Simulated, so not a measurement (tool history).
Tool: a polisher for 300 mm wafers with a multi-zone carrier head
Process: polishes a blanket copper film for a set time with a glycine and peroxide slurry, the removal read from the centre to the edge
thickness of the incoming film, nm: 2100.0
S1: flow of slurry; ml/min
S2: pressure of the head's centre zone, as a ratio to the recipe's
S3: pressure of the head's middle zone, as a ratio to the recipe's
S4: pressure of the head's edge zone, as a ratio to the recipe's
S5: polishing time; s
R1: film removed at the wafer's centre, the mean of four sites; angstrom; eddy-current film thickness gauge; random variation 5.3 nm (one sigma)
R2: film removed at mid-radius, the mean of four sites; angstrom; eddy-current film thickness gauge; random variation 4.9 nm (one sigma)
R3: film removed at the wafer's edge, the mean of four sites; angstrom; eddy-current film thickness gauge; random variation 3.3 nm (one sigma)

run 1 hour=0 | S1=175 S2=1 S3=1 S4=1 S5=81 | R1=3390.3 R2=3353.5 R3=3309.8
run 2 hour=8.3 | S1=190 S2=1.05 S3=1.02 S4=1.01 S5=84 | R1=3803.7 R2=3483.8 R3=3438.8
run 3 hour=11.4 | S1=190 S2=1.05 S3=1.08 S4=1.01 S5=84 | R1=3744.7 R2=3631 R3=3487.6
run 4 hour=17.3 | S1=200 S2=1.09 S3=1.1 S4=1.01 S5=87 | R1=4089.6 R2=3868.4 R3=3574.1
run 5 hour=19.5 | S1=200 S2=1.09 S3=1.19 S4=1.01 S5=87 | R1=4157.5 R2=4063.6 R3=3638.8
run 6 hour=25.9 | S1=180 S2=1.09 S3=1.19 S4=1.01 S5=87 | R1=4064.9 R2=3973.9 R3=3599.1

The next listed run, before its measurement:
run 7 hour=33.2 | S1=230 S2=1.19 S3=1.16 S4=1.07 S5=92 | R1=? R2=? R3=?

R1: 4777.5 angstrom
R2: 4205.8 angstrom
R3: 4023.6 angstrom

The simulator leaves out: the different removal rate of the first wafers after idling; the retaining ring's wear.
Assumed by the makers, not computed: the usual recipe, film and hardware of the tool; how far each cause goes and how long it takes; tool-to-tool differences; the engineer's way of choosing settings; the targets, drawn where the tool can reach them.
